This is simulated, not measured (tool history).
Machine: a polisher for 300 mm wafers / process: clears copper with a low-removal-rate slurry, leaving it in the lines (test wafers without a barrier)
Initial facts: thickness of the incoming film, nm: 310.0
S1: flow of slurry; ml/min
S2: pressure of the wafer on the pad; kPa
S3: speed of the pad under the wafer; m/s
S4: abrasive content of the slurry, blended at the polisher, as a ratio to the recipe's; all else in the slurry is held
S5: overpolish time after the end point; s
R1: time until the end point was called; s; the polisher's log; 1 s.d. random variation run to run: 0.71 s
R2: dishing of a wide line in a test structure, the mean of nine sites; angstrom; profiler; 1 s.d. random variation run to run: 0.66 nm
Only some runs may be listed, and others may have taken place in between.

run	hour	S1	S2	S3	S4	S5	R1	R2
1	0.0	225	17.2	1.06	1.0	10	118.030	195.51
2	1.0	225	19.3	1.06	1.0	10	105.810	213.29
3	8.5	225	21.4	1.06	1.0	10	97.261	244.95
4	15.6	230	22.8	1.08	1.0	9	89.662	232.87
5	20.8	230	24.1	1.10	1.0	9	84.150	250.59
6	28.8	230	20.0	1.10	1.0	9	99.021	207.67
7	37.2	235	22.1	1.12	1.0	9	90.163	242.02
8	45.0	240	23.4	1.14	1.0	9	84.175	247.70
9	46.4	240	24.1	1.16	1.0	9	79.959	252.44
10	52.2	240	24.8	1.18	1.0	9	76.186	273.38
11	53.6	250	26.9	1.18	1.0	8	70.623	261.90

Expected results for the next run?
12	61.5	250	26.9	1.18	1.0	8	?	?

R1: 71.579 s
R2: 256.86 angstrom
